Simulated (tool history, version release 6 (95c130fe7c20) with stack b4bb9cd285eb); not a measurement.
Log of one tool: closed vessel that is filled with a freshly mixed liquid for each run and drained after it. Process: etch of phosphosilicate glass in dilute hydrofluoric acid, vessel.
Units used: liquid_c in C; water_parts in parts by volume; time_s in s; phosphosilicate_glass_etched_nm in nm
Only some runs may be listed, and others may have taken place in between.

run	hour	liquid_c	water_parts	time_s	phosphosilicate_glass_etched_nm
1	0	26	100	100	101.83
2	2.8	26	100	100	103.47
3	8	24.5	100	100	97.174
4	9.8	23	100	100	90.701
5	15.1	23	85	100	108.35
6	24.2	23	70	100	134.94

The next listed run, before its measurement:
7	25.2	22	75	100	?

{"run 7": {"phosphosilicate_glass_etched_nm": 120.3}}
